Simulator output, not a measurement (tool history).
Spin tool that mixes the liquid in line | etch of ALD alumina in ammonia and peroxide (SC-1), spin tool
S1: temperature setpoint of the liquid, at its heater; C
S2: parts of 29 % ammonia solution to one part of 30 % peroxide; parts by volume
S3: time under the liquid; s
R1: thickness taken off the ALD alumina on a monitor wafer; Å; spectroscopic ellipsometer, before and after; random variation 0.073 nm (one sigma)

run	hour	S1	S2	S3	R1
1	0	62	0.45	270	204.33
2	5.4	62	0.45	270	201.25
3	10.1	60.5	0.45	270	189.17
4	12.2	60.5	0.5	270	189.82
5	20	58	0.5	270	167.77
6	27.9	57	0.5	270	157.73
7	35.4	56	0.5	270	149.17
8	42.1	55.5	0.5	270	146.35
9	44.4	55	0.5	270	143.51
10	46.6	54.5	0.5	270	138.13
11	52.7	54	0.5	270	135.61
12	55.3	53.5	0.5	270	131.19

Run 13 comes next. What will it give?
13	61.9	53	0.5	270	?

R1: 128.62 Å

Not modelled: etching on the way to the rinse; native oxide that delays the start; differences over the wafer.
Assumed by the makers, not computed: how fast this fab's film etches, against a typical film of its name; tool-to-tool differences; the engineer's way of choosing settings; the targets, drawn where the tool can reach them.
